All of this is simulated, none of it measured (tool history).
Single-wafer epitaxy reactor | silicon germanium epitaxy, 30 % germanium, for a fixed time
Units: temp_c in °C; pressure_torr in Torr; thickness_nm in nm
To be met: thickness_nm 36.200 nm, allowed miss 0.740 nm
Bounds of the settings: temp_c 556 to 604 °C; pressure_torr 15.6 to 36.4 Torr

run	day	temp_c	pressure_torr	thickness_nm
1	0.000	580	26.0	45.371
2	0.229	580	30.0	47.985
3	0.325	580	25.6	45.473
4	0.642	570	25.6	37.689
5	1.008	562	25.6	32.181
6	1.321	563	25.6	32.913
7	1.367	564	25.6	33.563
8	1.533	565	25.6	34.264

5 next moves are on the table. One of them brings every result within its allowed miss. Which?
A	1.700	565	25.1	?
B	1.700	568	25.5	?
C	1.700	561	25.2	?
D	1.700	563	24.5	?
E	1.700	574	21.6	?

move	thickness_nm
A	34.012
B	36.176
C	31.582
D	32.481
E	38.187
A: further off than the last run
B: meets every target
C: further off than the last run
D: further off than the last run
E: takes the result that was furthest off past its target
Move B is the one to make.
